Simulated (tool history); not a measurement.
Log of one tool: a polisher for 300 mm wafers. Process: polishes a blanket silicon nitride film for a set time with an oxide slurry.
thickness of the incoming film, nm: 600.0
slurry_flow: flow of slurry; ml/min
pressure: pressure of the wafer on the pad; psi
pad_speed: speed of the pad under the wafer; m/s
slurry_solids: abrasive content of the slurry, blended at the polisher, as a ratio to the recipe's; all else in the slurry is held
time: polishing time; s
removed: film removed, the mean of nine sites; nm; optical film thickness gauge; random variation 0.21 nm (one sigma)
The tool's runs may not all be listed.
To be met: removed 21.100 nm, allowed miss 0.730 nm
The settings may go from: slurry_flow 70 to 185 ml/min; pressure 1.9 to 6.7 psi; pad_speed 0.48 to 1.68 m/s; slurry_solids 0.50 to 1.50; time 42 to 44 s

run	hour	slurry_flow	pressure	pad_speed	slurry_solids	time	removed
1	0.0	120	4.3	1.08	1.00	42	27.320
2	6.6	115	4.1	1.08	1.00	42	25.882
3	12.5	115	4.1	1.08	1.00	42	25.745
4	20.1	110	4.0	1.08	1.00	42	24.642
5	23.0	140	4.0	1.08	1.00	42	27.381
6	29.4	130	3.9	1.08	1.00	42	25.725
7	37.9	120	3.8	1.08	1.00	42	24.352
8	46.9	115	3.8	1.08	1.00	42	23.874
9	54.8	110	3.8	1.08	1.00	42	23.627
10	60.5	105	3.8	1.08	1.00	42	23.878
# hour 67.1: slurry nozzle cleaned
11	67.1	100	3.7	1.08	1.00	42	25.549
12	73.6	105	3.5	1.08	1.00	42	24.090
13	79.2	105	3.3	1.08	1.00	42	22.952

Which of these 5 next moves meets every target?
A	84.8	105	3.1	1.02	1.05	44	?
B	84.8	90	2.6	1.06	1.20	42	?
C	84.8	115	2.7	1.18	0.85	42	?
D	84.8	90	2.9	1.26	1.20	42	?
E	84.8	115	2.5	1.26	1.00	43	?

move	removed
A	23.112
B	19.369
C	20.147
D	23.409
E	21.239
A: further off than the last run
B: takes the result that was furthest off past its target
C: takes the result that was furthest off past its target
D: further off than the last run
E: meets every target
Move E is the one to make.

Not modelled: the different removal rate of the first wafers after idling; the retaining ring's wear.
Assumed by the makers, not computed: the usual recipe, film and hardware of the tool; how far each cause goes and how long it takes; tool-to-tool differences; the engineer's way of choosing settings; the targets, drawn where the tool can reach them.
